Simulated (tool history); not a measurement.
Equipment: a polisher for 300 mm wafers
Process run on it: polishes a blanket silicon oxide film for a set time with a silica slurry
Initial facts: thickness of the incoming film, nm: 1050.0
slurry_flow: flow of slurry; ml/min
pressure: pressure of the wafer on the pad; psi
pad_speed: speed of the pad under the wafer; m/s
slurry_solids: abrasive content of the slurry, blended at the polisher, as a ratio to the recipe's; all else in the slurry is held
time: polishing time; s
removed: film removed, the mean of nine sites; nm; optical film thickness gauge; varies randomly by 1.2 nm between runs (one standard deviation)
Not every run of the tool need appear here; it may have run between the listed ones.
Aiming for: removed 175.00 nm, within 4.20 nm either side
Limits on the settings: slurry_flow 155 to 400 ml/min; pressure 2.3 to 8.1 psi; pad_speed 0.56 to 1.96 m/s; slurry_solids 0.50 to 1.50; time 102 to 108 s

| run | hour | slurry_flow | pressure | pad_speed | slurry_solids | time | removed |
|---|---|---|---|---|---|---|---|
| 1 | 0.0 | 255 | 5.2 | 1.26 | 1.00 | 102 | 407.92 |
| 2 | 8.6 | 250 | 4.7 | 1.20 | 1.00 | 102 | 357.44 |
| 3 | 16.8 | 250 | 4.3 | 1.14 | 1.00 | 102 | 309.62 |
| 4 | 19.7 | 300 | 4.3 | 1.14 | 1.00 | 102 | 320.04 |
| 5 | 24.9 | 300 | 4.3 | 1.14 | 1.00 | 108 | 333.90 |
| 6 | 27.4 | 300 | 4.0 | 1.08 | 1.00 | 108 | 299.19 |
| 7 | 35.7 | 300 | 3.7 | 1.04 | 1.00 | 108 | 272.49 |
| 8 | 36.7 | 300 | 3.5 | 1.02 | 1.00 | 108 | 251.74 |
| 9 | 39.0 | 295 | 3.3 | 1.00 | 1.00 | 108 | 231.76 |
| 10 | 42.3 | 285 | 3.2 | 1.00 | 1.00 | 108 | 228.42 |
| 11 | 51.1 | 280 | 3.1 | 1.00 | 1.00 | 108 | 218.56 |
| 12 | 59.5 | 270 | 3.0 | 1.00 | 1.00 | 108 | 209.78 |
| 13 | 68.3 | 270 | 3.0 | 1.00 | 1.00 | 108 | 213.77 |
| 14 | 70.3 | 260 | 2.9 | 1.00 | 1.00 | 108 | 203.50 |
| 15 | 73.7 | 250 | 2.8 | 1.00 | 1.00 | 108 | 199.02 |

Pick the move, out of 4, that brings all results within their allowed miss; only one does.
| A | 77.1 | 235 | 3.2 | 0.86 | 0.85 | 102 | ? |
| B | 77.1 | 285 | 3.5 | 1.08 | 0.90 | 105 | ? |
| C | 77.1 | 235 | 2.7 | 1.12 | 1.05 | 105 | ? |
| D | 77.1 | 210 | 3.4 | 0.80 | 0.75 | 103 | ? |

| move | removed |
|---|---|
| A | 173.28 |
| B | 242.70 |
| C | 206.37 |
| D | 163.26 |
A: hits every target within its allowed miss
B: moves away from the targets compared with the last run
C: moves away from the targets compared with the last run
D: pushes the last run's worst result past its target
The move that meets every target is A.

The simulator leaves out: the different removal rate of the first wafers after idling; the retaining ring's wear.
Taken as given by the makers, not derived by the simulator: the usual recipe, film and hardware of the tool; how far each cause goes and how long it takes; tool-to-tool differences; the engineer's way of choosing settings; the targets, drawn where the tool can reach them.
